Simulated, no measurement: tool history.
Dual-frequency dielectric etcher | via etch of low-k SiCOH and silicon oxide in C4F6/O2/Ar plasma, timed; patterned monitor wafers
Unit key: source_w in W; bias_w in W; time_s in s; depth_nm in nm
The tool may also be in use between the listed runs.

run  hour  source_w  bias_w  time_s  depth_nm
  1     0       290     214    90.5    246.47
  2   4.7       320     214    90.5    254.51
  3   6.6       320     215    90.5    256.28
  4  15.1       320     216    90.5    255.55
  5  19.9       320     190    90.5    245.47
  6  20.6       320     190    90.5     247.9
  7  23.8       330     192    90.5    251.45
  8  32.2       340     193    90.5    255.56
  9  37.2       340     194    90.5    253.35

Run 10 has not been measured yet. What should we expect?
 10  40.7       340     196    90.5         ?

depth_nm: 256.53 nm
